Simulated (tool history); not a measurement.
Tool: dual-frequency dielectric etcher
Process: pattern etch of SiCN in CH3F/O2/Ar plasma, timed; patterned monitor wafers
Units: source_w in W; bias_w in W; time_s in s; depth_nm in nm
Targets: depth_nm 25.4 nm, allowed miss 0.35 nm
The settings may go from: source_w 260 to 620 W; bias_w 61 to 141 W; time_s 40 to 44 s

run	hour	source_w	bias_w	time_s	depth_nm
1	0	440	101	44	20.904
2	7.6	440	101	40	18.955
3	11.2	480	111	40	20.536
4	18.9	510	119	40	21.598
5	26	540	125	40	22.457
6	34.1	540	136	40	23.309
7	41.5	560	137	40.5	24.08
8	47.7	570	138	40.5	24.345
9	54.6	580	138	40.5	24.523

5 next moves are on the table. One of them brings every result within its allowed miss. Which?
A	61.5	560	139	41	?
B	61.5	590	140	43	?
C	61.5	590	132	42.5	?
D	61.5	620	140	42	?
E	61.5	570	141	41	?

move	depth_nm
A	24.417
B	26.253
C	25.366
D	26.184
E	24.738
A: further off than the last run
B: takes the result that was furthest off past its target
C: meets every target
D: takes the result that was furthest off past its target
E: nearer than the last run, and not there yet
The right move is C.
